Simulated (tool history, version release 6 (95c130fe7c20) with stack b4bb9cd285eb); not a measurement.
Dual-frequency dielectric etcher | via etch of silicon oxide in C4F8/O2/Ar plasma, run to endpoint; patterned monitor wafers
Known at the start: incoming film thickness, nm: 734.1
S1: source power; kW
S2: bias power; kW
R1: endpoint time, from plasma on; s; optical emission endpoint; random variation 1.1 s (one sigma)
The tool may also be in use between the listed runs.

run    day     S1     S2      R1
  1  0.000  2.210  1.996  127.02
  2  0.088  2.530  1.996  118.05
  3  0.362  2.350  1.996  123.98
  4  0.458  2.280  1.973  126.78
  5  0.712  2.280  2.294  118.29
  6  0.846  2.670  2.294  108.04
  7  0.967  2.670  2.294  108.09
  8  1.271  2.670  2.294  108.12
  9  1.446  2.560  2.257  111.69
 10  1.700  2.460  2.225  116.66
 11  1.838  2.370  2.202  117.02
 12  1.942  2.290  2.163  121.97

Forecast run 13:
 13  2.138  2.220  2.145   ?

Run 13 gave R1 123.96 s.
